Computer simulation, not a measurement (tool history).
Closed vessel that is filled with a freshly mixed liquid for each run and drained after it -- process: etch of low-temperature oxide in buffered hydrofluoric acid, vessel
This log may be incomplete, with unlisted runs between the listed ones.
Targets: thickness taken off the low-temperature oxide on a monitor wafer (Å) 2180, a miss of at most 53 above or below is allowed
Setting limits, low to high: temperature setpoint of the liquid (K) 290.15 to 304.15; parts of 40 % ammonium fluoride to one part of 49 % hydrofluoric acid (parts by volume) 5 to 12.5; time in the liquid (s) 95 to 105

run	hour	temperature setpoint of the liquid (K)	parts of 40 % ammonium fluoride to one part of 49 % hydrofluoric acid (parts by volume)	time in the liquid (s)	thickness taken off the low-temperature oxide on a monitor wafer (Å)
1	0	296.15	7.5	95	3249.6
2	0.8	296.15	8.5	95	2859.1
3	2.6	298.15	8.5	95	3203.8
4	7.4	299.65	8.5	95	3442.3
# hour 12.7: hydrofluoric acid flow meter replaced
5	12.7	299.65	8.5	105	3430.1
6	14.9	297.15	9	105	2842.3
7	18.2	295.65	9	105	2608.9
8	26.8	294.65	9	105	2484.2

Pick the move, out of 5, that brings all results within their allowed miss; only one does.
A	35.4	296.15	10.5	95	?
B	35.4	292.65	9	100	?
C	35.4	296.15	11	95	?
D	35.4	295.15	10	105	?
E	35.4	294.65	10	95	?

move	thickness taken off the low-temperature oxide on a monitor wafer (Å)
A	2167.3
B	2104.9
C	2071.2
D	2377.3
E	2092.2
A: each result inside its tolerance
B: takes the biggest miss from the last run beyond its target
C: takes the biggest miss from the last run beyond its target
D: nearer than the last run, and not there yet
E: takes the biggest miss from the last run beyond its target
A meets every target.

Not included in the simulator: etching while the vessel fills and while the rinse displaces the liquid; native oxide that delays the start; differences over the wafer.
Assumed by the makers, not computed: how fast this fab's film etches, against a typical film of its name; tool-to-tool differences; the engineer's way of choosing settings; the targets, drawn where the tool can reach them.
